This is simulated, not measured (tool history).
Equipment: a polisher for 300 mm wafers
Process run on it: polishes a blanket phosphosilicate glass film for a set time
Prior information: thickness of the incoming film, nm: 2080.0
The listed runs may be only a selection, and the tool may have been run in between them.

run	day	flow of slurry (ml/min)	pressure of the wafer on the pad (psi)	speed of the pad under the wafer (cm/s)	abrasive content of the slurry	polishing time (s)	film removed (nm)
1	0	175	2.5	112	1	41	318.08
2	0.158	175	2.4	112	1	41	306.87
3	0.317	175	2.3	112	1	41	299.31
4	0.354	175	2.2	112	1	41	298.06
5	0.488	175	2.1	110	1	41	281.53
6	0.85	190	2.1	110	1	41	287.07
7	0.896	185	2	110	1	41	275.16
8	0.942	185	1.9	110	1	41	267.5

Predict the results of run 9:
9	1.125	185	1.8	110	1	41	?

{"run 9": {"film removed (nm)": 260.56}}

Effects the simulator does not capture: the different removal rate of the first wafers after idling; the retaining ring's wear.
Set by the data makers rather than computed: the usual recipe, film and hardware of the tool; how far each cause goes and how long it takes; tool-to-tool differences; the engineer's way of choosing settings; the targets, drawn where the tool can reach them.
